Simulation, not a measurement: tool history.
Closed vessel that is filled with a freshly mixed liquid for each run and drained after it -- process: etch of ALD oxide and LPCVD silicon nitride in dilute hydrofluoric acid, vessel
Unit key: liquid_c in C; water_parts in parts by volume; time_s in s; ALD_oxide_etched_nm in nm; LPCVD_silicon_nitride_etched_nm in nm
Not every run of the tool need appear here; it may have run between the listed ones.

run,hour,liquid_c,water_parts,time_s,ALD_oxide_etched_nm,LPCVD_silicon_nitride_etched_nm
1,0,26,265,280,29.719,0.57558
2,1.6,25,290,280,25.702,0.53251
3,3.8,27.5,290,280,28.354,0.60321
4,12.3,26,305,280,24.838,0.54136
5,15.9,24.5,315,280,22.463,0.39463
6,25.1,23,315,280,21.277,0.4101

Predict the results of run 7:
7,30.7,22.5,325,280,?,?

Run 7 measured ALD_oxide_etched_nm 19.895 nm, LPCVD_silicon_nitride_etched_nm 0.3842 nm.
